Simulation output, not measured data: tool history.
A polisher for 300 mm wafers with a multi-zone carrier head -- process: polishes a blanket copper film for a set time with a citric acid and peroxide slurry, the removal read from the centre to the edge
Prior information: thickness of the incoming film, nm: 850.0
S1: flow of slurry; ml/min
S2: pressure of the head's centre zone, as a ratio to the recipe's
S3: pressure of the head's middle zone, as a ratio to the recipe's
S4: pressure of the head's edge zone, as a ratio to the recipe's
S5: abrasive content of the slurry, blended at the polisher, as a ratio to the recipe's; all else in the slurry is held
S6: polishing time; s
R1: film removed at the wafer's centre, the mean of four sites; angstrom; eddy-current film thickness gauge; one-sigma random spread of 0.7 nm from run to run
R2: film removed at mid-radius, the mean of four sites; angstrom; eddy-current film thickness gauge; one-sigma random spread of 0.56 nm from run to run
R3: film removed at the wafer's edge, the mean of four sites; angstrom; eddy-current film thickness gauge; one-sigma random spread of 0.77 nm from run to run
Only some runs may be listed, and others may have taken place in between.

run	hour	S1	S2	S3	S4	S5	S6	R1	R2	R3
1	0	240	1	1	1	1	32	796.63	749.41	766.44
2	4.6	240	0.93	1	1	1	32	743.57	751.66	767.02
3	9.2	240	0.96	0.98	0.98	0.95	31	730.74	706.6	731.46
4	14.9	240	0.96	0.98	0.95	0.95	31	710.27	704.06	725.28
5	16.9	240	0.96	0.95	0.95	0.95	31	722.72	687.71	714.91
6	24.1	240	0.99	0.93	0.94	0.9	30	702.95	652	709.52

Run 7 has not been measured yet. What should we expect?
7	32.9	250	1.02	0.92	0.93	0.95	28	?	?	?

{"run 7": {"R1": 693.39, "R2": 615.65, "R3": 641.62}}

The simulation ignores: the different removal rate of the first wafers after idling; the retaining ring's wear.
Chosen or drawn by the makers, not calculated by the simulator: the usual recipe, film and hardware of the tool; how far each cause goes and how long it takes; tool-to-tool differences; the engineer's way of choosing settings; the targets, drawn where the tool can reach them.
